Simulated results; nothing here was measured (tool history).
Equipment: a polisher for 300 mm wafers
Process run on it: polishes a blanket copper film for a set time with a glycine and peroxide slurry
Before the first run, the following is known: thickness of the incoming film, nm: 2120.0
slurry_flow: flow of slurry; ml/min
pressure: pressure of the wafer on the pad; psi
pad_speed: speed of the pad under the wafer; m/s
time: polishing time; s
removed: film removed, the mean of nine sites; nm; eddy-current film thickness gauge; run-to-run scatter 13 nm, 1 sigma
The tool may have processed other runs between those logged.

| run | hour | slurry_flow | pressure | pad_speed | time | removed |
|---|---|---|---|---|---|---|
| 1 | 0.0 | 175 | 3.1 | 0.96 | 108 | 601.89 |
| 2 | 3.6 | 175 | 2.4 | 0.96 | 108 | 491.71 |
| 3 | 5.3 | 175 | 2.9 | 0.98 | 108 | 565.82 |
| 4 | 7.8 | 175 | 3.3 | 1.00 | 108 | 647.07 |
| 5 | 8.7 | 175 | 3.6 | 1.02 | 108 | 718.44 |
| 6 | 13.3 | 175 | 3.9 | 1.02 | 108 | 765.08 |
| 7 | 21.8 | 175 | 4.1 | 1.04 | 108 | 806.76 |
| 8 | 24.0 | 175 | 4.1 | 1.04 | 108 | 808.67 |

Run 9 is up next; what results do you expect?
| 9 | 29.5 | 175 | 4.3 | 1.06 | 108 | ? |

Run 9 yielded removed 865.66 nm.
